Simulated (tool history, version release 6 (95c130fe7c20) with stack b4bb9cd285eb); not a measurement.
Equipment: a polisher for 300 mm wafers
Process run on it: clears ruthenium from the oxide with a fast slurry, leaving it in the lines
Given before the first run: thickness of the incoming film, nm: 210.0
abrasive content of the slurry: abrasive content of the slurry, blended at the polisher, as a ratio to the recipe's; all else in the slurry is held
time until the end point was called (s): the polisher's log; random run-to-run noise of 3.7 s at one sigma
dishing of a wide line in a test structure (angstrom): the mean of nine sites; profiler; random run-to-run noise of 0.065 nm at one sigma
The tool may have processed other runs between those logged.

run    day  flow of slurry (ml/min)  pressure of the wafer on the pad (kPa)  speed of the pad under the wafer (cm/s)  abrasive content of the slurry  overpolish time after the end point (s)  time until the end point was called (s)  dishing of a wide line in a test structure (angstrom)
  1  0.000                      220                                    13.1                                      100                            1.00                                       19                                   93.336                                                262.310
  2  0.275                      220                                    13.1                                       80                            1.00                                       19                                  111.650                                                238.330
  3  0.417                      200                                    13.1                                       80                            1.00                                       19                                  112.220                                                237.230
  4  0.725                      185                                    11.0                                       68                            0.85                                       15                                  153.260                                                154.740
  5  0.862                      165                                     9.7                                       60                            0.75                                       12                                  204.360                                                100.150
  6  1.138                      165                                     7.6                                       60                            0.75                                       12                                  257.180                                                 81.790
  7  1.500                      155                                     6.9                                       64                            0.65                                       10                                  287.350                                                 61.083
  8  1.833                      145                                     6.9                                       74                            0.60                                        9                                  276.570                                                 59.877
  9  2.058                      140                                     6.9                                       80                            0.55                                        8                                  271.190                                                 52.904

Estimate the outcome of run 10 from the log above:
 10  2.400                      135                                     6.9                                       84                            0.55                                        7                                        ?                                                      ?

Run 10 measured time until the end point was called (s) 270.570, dishing of a wide line in a test structure (angstrom) 47.305.
